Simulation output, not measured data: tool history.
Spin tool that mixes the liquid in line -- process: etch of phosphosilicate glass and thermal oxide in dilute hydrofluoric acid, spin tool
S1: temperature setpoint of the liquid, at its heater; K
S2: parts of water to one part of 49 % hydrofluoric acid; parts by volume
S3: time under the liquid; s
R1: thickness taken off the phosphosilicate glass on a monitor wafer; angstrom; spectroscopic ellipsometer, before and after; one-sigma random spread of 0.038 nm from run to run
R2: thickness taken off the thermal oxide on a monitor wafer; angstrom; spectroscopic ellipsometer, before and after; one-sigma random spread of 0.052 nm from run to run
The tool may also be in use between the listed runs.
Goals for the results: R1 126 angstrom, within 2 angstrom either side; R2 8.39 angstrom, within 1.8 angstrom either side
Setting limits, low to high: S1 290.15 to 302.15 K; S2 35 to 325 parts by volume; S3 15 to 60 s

run 1 hour=0 | S1=294.15 S2=180 S3=30 | R1=87.211 R2=6.1623
run 2 hour=1.1 | S1=292.15 S2=180 S3=30 | R1=80.198 R2=5.3497
run 3 hour=5.7 | S1=292.15 S2=180 S3=20 | R1=53.396 R2=3.9822
run 4 hour=11.4 | S1=292.15 S2=180 S3=15 | R1=40.408 R2=2.5999
run 5 hour=19 | S1=292.15 S2=240 S3=15 | R1=28.468 R2=1.8646
run 6 hour=23.8 | S1=292.15 S2=185 S3=15 | R1=38.688 R2=2.6574
run 7 hour=29.7 | S1=293.65 S2=165 S3=15 | R1=46.932 R2=3.1182
run 8 hour=31.9 | S1=293.65 S2=165 S3=15 | R1=47.435 R2=3.0481
run 9 hour=36.1 | S1=294.65 S2=150 S3=15 | R1=54.996 R2=3.2727
run 10 hour=42.5 | S1=295.15 S2=135 S3=15 | R1=63.08 R2=4.4335
run 11 hour=43.2 | S1=299.15 S2=65 S3=15 | R1=167.65 R2=12.02
run 12 hour=48.4 | S1=298.65 S2=65 S3=15 | R1=164.6 R2=10.215
run 13 hour=49.1 | S1=298.15 S2=65 S3=15 | R1=160.51 R2=10.841
run 14 hour=52.1 | S1=297.65 S2=65 S3=15 | R1=158.32 R2=10.651
-- hour=55.9 thermometer replaced
run 15 hour=55.9 | S1=297.15 S2=65 S3=15 | R1=168.96 R2=11.703
run 16 hour=64.5 | S1=297.15 S2=70 S3=15 | R1=155.62 R2=9.1902
run 17 hour=70.3 | S1=297.15 S2=75 S3=15 | R1=144.27 R2=9.7521
run 18 hour=78.6 | S1=296.65 S2=75 S3=15 | R1=141.08 R2=9.3036

Which single option among these 4 for the next run brings every result within its allowed miss of target? Just one does.
run A hour=86.9 | S1=297.65 S2=80 S3=15 | R1=? R2=?
run B hour=86.9 | S1=302.15 S2=325 S3=60 | R1=? R2=?
run C hour=86.9 | S1=297.15 S2=110 S3=20 | R1=? R2=?
run D hour=86.9 | S1=295.15 S2=100 S3=20 | R1=? R2=?

move=A R1=137.12 R2=9.1283
move=B R1=119.74 R2=7.9711
move=C R1=125.57 R2=8.3596
move=D R1=129.08 R2=8.5931
A: moves toward the targets from the last run without getting all of them in spec
B: carries the result that was furthest off beyond its target, to the other side
C: every result within its allowed miss
D: moves toward the targets from the last run without getting all of them in spec
C meets every target.
